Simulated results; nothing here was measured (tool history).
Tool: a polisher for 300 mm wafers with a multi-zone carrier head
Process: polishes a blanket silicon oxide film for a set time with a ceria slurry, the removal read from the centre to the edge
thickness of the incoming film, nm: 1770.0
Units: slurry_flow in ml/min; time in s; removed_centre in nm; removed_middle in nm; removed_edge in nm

run 1 hour=0 | slurry_flow=230 centre_zone=1 middle_zone=1 edge_zone=1 time=53 | removed_centre=172.31 removed_middle=167.58 removed_edge=168.17
run 2 hour=0.8 | slurry_flow=230 centre_zone=0.96 middle_zone=1 edge_zone=1 time=53 | removed_centre=160.75 removed_middle=166.88 removed_edge=174.05
run 3 hour=4 | slurry_flow=230 centre_zone=0.96 middle_zone=1 edge_zone=1 time=64 | removed_centre=194.69 removed_middle=203.82 removed_edge=206.22
run 4 hour=9.8 | slurry_flow=225 centre_zone=0.95 middle_zone=0.99 edge_zone=0.98 time=57 | removed_centre=170.13 removed_middle=181.48 removed_edge=181.35
run 5 hour=18.7 | slurry_flow=225 centre_zone=0.95 middle_zone=0.97 edge_zone=0.97 time=52 | removed_centre=157.91 removed_middle=161.94 removed_edge=167.14
run 6 hour=20 | slurry_flow=225 centre_zone=0.95 middle_zone=1.02 edge_zone=0.97 time=52 | removed_centre=157.69 removed_middle=165.35 removed_edge=166.07
-- hour=24.1 edge zone pressure recalibrated
run 7 hour=24.1 | slurry_flow=220 centre_zone=0.94 middle_zone=1.01 edge_zone=0.96 time=48 | removed_centre=144.41 removed_middle=153.27 removed_edge=144.88

The next listed run, before its measurement:
run 8 hour=25.5 | slurry_flow=215 centre_zone=0.93 middle_zone=0.98 edge_zone=0.96 time=45 | removed_centre=? removed_middle=? removed_edge=?

removed_centre: 134.93 nm
removed_middle: 138.85 nm
removed_edge: 141.1 nm

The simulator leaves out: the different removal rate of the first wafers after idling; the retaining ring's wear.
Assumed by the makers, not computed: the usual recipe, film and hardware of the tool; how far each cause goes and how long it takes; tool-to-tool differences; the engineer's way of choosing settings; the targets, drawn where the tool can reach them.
